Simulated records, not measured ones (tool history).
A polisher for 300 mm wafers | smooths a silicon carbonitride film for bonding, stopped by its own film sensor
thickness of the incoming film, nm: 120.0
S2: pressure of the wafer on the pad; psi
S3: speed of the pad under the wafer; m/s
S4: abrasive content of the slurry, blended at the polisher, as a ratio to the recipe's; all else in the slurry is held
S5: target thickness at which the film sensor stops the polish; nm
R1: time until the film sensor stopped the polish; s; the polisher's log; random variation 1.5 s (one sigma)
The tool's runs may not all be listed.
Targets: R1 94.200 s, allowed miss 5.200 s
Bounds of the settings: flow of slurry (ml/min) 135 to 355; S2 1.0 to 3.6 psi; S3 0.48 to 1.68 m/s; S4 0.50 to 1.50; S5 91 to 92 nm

run 1 hour=0.0 | flow_of_slurry_(ml/min)=225 S2=2.3 S3=1.08 S4=1.00 S5=92 | R1=117.770
run 2 hour=7.1 | flow_of_slurry_(ml/min)=225 S2=2.4 S3=1.08 S4=1.00 S5=92 | R1=110.670
run 3 hour=15.8 | flow_of_slurry_(ml/min)=225 S2=2.5 S3=1.08 S4=1.00 S5=92 | R1=109.650
run 4 hour=22.6 | flow_of_slurry_(ml/min)=225 S2=2.5 S3=1.08 S4=1.00 S5=91 | R1=117.120
run 5 hour=27.1 | flow_of_slurry_(ml/min)=225 S2=2.1 S3=1.08 S4=1.00 S5=91 | R1=135.110
run 6 hour=27.8 | flow_of_slurry_(ml/min)=225 S2=2.3 S3=1.10 S4=1.00 S5=91 | R1=120.490
run 7 hour=30.6 | flow_of_slurry_(ml/min)=225 S2=2.4 S3=1.10 S4=1.00 S5=91 | R1=117.750
run 8 hour=38.1 | flow_of_slurry_(ml/min)=225 S2=2.5 S3=1.10 S4=1.00 S5=91 | R1=112.160

5 next moves are on the table. One of them brings every result within its allowed miss. Which?
run A hour=45.6 | flow_of_slurry_(ml/min)=215 S2=2.3 S3=1.10 S4=1.00 S5=91 | R1=?
run B hour=45.6 | flow_of_slurry_(ml/min)=220 S2=2.2 S3=1.20 S4=1.10 S5=92 | R1=?
run C hour=45.6 | flow_of_slurry_(ml/min)=175 S2=2.7 S3=1.08 S4=0.80 S5=91 | R1=?
run D hour=45.6 | flow_of_slurry_(ml/min)=180 S2=2.5 S3=1.22 S4=1.25 S5=91 | R1=?
run E hour=45.6 | flow_of_slurry_(ml/min)=140 S2=1.6 S3=1.30 S4=1.10 S5=92 | R1=?

move=A R1=120.570
move=B R1=106.320
move=C R1=129.090
move=D R1=92.094
move=E R1=146.630
A: further off than the last run
B: nearer than the last run, and not there yet
C: further off than the last run
D: meets every target
E: further off than the last run
The right move is D.
